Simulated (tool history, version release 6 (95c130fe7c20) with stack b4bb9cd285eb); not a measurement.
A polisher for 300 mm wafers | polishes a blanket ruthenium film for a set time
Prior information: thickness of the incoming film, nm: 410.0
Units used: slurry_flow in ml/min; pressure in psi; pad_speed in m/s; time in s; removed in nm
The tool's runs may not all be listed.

Run 1, hour 0: slurry_flow 280 ml/min, pressure 1.7 psi, pad_speed 0.96 m/s, time 83 s. Result: removed 88.947 nm.
Run 2, hour 5.5: slurry_flow 245 ml/min, pressure 1.7 psi, pad_speed 0.96 m/s, time 83 s. Result: removed 85.25 nm.
Run 3, hour 6.4: slurry_flow 230 ml/min, pressure 1.6 psi, pad_speed 0.96 m/s, time 83 s. Result: removed 82.745 nm.
Run 4, hour 9.4: slurry_flow 230 ml/min, pressure 1.4 psi, pad_speed 0.96 m/s, time 83 s. Result: removed 74.288 nm.
Run 5, hour 10.1: slurry_flow 230 ml/min, pressure 1.7 psi, pad_speed 0.96 m/s, time 83 s. Result: removed 86.086 nm.
Run 6, hour 14.7: slurry_flow 225 ml/min, pressure 1.5 psi, pad_speed 0.96 m/s, time 83 s. Result: removed 78.156 nm.

Run 7, settings as shown, results not yet in. Your forecast:
Run 7, hour 18.8: slurry_flow 225 ml/min, pressure 1.3 psi, pad_speed 0.96 m/s, time 83 s. Result: removed ?.

Run 7 produced removed 70.935 nm.
